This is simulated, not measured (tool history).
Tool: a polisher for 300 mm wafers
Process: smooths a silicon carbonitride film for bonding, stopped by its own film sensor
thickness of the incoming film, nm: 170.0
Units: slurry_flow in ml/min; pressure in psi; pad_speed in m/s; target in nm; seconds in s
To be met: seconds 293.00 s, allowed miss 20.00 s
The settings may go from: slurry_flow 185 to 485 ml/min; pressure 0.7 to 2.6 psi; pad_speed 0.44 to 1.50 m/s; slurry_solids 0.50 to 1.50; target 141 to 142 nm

run	hour	slurry_flow	pressure	pad_speed	slurry_solids	target	seconds
1	0.0	310	1.6	0.96	1.00	142	156.71
2	2.2	310	1.6	0.78	1.00	142	184.24
3	8.4	310	1.6	0.78	0.90	142	196.96
4	14.3	310	1.5	0.76	0.90	142	213.08
5	15.3	310	1.7	0.76	0.90	142	189.04
6	20.5	310	1.7	0.76	1.10	142	174.80
7	28.4	310	1.5	0.74	1.10	142	198.25
8	35.7	310	1.4	0.72	1.10	142	217.58
9	38.5	310	1.3	0.72	1.10	142	227.06
10	46.4	310	1.2	0.72	1.10	142	242.99
11	54.7	310	1.1	0.72	1.10	142	253.44
12	59.4	310	0.8	0.68	1.10	142	341.05

5 next moves are on the table. One of them brings every result within its allowed miss. Which?
A	64.1	250	0.7	0.60	1.15	141	?
B	64.1	295	0.7	0.56	1.20	141	?
C	64.1	400	0.9	0.54	1.00	142	?
D	64.1	295	0.7	0.60	1.05	141	?
E	64.1	425	1.0	0.70	1.00	142	?

move	seconds
A	426.24
B	433.27
C	385.41
D	438.17
E	288.36
A: further off than the last run
B: further off than the last run
C: further off than the last run
D: further off than the last run
E: meets every target
Move E is the one to make.

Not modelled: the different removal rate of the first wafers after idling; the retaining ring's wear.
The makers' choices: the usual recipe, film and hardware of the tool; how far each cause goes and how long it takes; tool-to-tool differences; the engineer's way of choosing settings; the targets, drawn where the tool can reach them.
